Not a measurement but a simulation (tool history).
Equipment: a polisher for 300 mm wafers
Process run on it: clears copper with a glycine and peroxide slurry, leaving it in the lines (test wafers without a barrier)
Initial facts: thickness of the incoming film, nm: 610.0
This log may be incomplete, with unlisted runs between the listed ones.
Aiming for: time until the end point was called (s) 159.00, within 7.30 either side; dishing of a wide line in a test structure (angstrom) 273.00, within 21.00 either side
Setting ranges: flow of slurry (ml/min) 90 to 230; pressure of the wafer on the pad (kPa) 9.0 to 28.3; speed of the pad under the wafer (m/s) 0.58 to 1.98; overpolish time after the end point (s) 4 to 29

run,hour,flow of slurry (ml/min),pressure of the wafer on the pad (kPa),speed of the pad under the wafer (m/s),overpolish time after the end point (s),time until the end point was called (s),dishing of a wide line in a test structure (angstrom)
1,0.0,150,18.6,1.28,15,112.18,561.32
2,2.4,150,18.6,1.28,20,114.83,675.70
3,3.1,150,17.2,1.28,17,120.93,572.43
4,11.0,150,14.5,1.28,17,138.93,532.20
5,18.9,150,17.2,1.28,17,121.20,591.06
6,27.3,150,16.5,1.26,15,125.76,511.61
7,34.4,150,15.9,1.24,13,130.82,434.89
8,37.5,150,15.2,1.24,12,135.67,388.40
9,41.6,150,15.2,1.24,12,135.72,405.69
10,42.2,150,14.5,1.24,11,141.83,361.07
11,44.4,150,13.8,1.24,10,148.40,318.96

Which single option among these 5 for the next run brings every result within its allowed miss of target? Just one does.
A,46.6,140,15.9,1.22,14,?,?
B,46.6,155,14.5,1.34,10,?,?
C,46.6,155,14.5,1.08,12,?,?
D,46.6,150,14.5,1.26,13,?,?
E,46.6,140,13.8,1.14,9,?,?

move,time until the end point was called (s),dishing of a wide line in a test structure (angstrom)
A,137.77,444.53
B,134.76,339.98
C,160.49,344.04
D,142.62,405.14
E,163.00,262.94
A: further off than the last run
B: further off than the last run
C: further off than the last run
D: further off than the last run
E: every result lands within tolerance
Go with E: it meets all targets.
